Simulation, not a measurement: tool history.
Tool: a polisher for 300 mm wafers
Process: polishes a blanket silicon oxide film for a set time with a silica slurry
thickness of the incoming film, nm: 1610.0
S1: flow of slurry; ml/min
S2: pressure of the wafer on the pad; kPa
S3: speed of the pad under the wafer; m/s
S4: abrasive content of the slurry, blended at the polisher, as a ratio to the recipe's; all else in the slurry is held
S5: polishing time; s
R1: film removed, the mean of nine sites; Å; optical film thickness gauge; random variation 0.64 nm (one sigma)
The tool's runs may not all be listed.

run	hour	S1	S2	S3	S4	S5	R1
1	0.0	250	36.5	1.36	1.0	33	1613.00
2	4.8	250	33.1	1.30	1.0	33	1456.50
3	9.2	250	33.1	1.30	0.9	33	1352.60
4	15.8	250	30.3	1.26	0.9	33	1259.00
5	17.4	250	30.3	1.26	0.9	29	1102.60
6	24.8	250	30.3	1.08	0.9	29	981.37
7	32.8	250	28.3	1.08	0.9	29	916.58
8	37.3	250	28.3	1.08	0.9	29	916.73
9	46.1	250	26.9	1.08	0.9	29	881.25
10	51.7	250	26.2	1.08	0.9	29	880.40
11	54.9	250	25.5	1.08	0.9	29	862.51

Run 12 comes next. What will it give?
12	62.3	250	25.5	1.08	0.9	29	?

{"run 12": {"R1": 863.79}}
